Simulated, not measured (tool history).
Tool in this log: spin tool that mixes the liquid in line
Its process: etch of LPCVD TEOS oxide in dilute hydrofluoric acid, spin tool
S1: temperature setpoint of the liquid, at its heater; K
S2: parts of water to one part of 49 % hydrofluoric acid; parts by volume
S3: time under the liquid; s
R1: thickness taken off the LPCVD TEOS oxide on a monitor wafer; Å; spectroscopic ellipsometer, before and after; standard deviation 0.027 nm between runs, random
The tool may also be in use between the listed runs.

{"run": 1, "hour": 0.0, "S1": 293.15, "S2": 260, "S3": 15, "R1": 12.334}
{"run": 2, "hour": 8.3, "S1": 294.15, "S2": 230, "S3": 15, "R1": 14.843}
{"run": 3, "hour": 11.5, "S1": 294.15, "S2": 325, "S3": 15, "R1": 9.7038}
{"run": 4, "hour": 13.8, "S1": 295.15, "S2": 285, "S3": 15, "R1": 11.874}
{"run": 5, "hour": 19.1, "S1": 291.65, "S2": 285, "S3": 15, "R1": 10.477}
{"run": 6, "hour": 22.7, "S1": 293.15, "S2": 250, "S3": 15, "R1": 12.996}
{"run": 7, "hour": 31.2, "S1": 294.15, "S2": 220, "S3": 15, "R1": 15.693}
{"run": 8, "hour": 33.0, "S1": 298.15, "S2": 115, "S3": 15, "R1": 39.356}

What will run 9 give?
{"run": 9, "hour": 38.2, "S1": 298.65, "S2": 110, "S3": 15, "R1": "?"}

R1: 42.696 Å
